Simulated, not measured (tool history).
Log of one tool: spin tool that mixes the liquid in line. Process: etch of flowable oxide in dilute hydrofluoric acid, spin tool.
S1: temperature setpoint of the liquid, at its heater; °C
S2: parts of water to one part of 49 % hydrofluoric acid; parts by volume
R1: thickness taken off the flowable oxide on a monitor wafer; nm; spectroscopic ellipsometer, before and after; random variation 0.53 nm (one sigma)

Run 1, hour 0: S1 23 °C, S2 175 parts by volume, time under the liquid (s) 275. Result: R1 32.134 nm.
Run 2, hour 1.2: S1 23 °C, S2 205 parts by volume, time under the liquid (s) 275. Result: R1 26.491 nm.
Run 3, hour 7.4: S1 23 °C, S2 235 parts by volume, time under the liquid (s) 275. Result: R1 22.277 nm.
Run 4, hour 13.9: S1 24 °C, S2 220 parts by volume, time under the liquid (s) 275. Result: R1 25.133 nm.
Run 5, hour 20.7: S1 22 °C, S2 220 parts by volume, time under the liquid (s) 275. Result: R1 23.507 nm.
Run 6, hour 23.1: S1 23 °C, S2 205 parts by volume, time under the liquid (s) 275. Result: R1 26.591 nm.
Run 7, hour 28.5: S1 23 °C, S2 205 parts by volume, time under the liquid (s) 275. Result: R1 26.66 nm.
Run 8, hour 33.3: S1 24 °C, S2 190 parts by volume, time under the liquid (s) 275. Result: R1 29.92 nm.
Run 9, hour 35.7: S1 24.5 °C, S2 175 parts by volume, time under the liquid (s) 275. Result: R1 33.426 nm.
Run 10, hour 37.5: S1 25 °C, S2 165 parts by volume, time under the liquid (s) 275. Result: R1 36.745 nm.
Run 11, hour 43.3: S1 25.5 °C, S2 155 parts by volume, time under the liquid (s) 275. Result: R1 40.81 nm.
Run 12, hour 47.6: S1 26 °C, S2 150 parts by volume, time under the liquid (s) 275. Result: R1 43.102 nm.
Run 13, hour 50.3: S1 26.5 °C, S2 145 parts by volume, time under the liquid (s) 275. Result: R1 45.21 nm.
Run 14, hour 51.5: S1 27 °C, S2 140 parts by volume, time under the liquid (s) 275. Result: R1 48.206 nm.
Run 15, hour 53.4: S1 31 °C, S2 80 parts by volume, time under the liquid (s) 275. Result: R1 105.91 nm.
Run 16, hour 59.2: S1 30.5 °C, S2 80 parts by volume, time under the liquid (s) 275. Result: R1 104.81 nm.

Forecast run 17:
Run 17, hour 67.4: S1 30 °C, S2 80 parts by volume, time under the liquid (s) 275. Result: R1 ?.

{"run 17": {"R1": 103.33}}
